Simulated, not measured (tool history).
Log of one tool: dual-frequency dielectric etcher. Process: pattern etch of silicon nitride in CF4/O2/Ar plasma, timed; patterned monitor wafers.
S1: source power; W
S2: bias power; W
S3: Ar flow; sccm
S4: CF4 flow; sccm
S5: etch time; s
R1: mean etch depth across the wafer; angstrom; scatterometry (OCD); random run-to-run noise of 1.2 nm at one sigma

run    day   S1  S2   S3   S4  S5      R1
  1  0.000  620  68   93  138  64  1614.4
  2  0.217  710  68   93  138  64  1857.1
  3  0.350  710  68   93  148  64  1849.9
  4  0.688  710  68   93  161  64  1893.1
  5  0.746  710  68   93  161  58  1711.5
  6  1.050  710  68  100  161  58  1691.4
  7  1.075  770  70   99  161  58  1842.2
  8  1.288  810  74   97  161  58  1977.2

The next listed run, before its measurement:
  9  1.500  830  77  95  161  58   ?

R1: 2053.2 angstrom
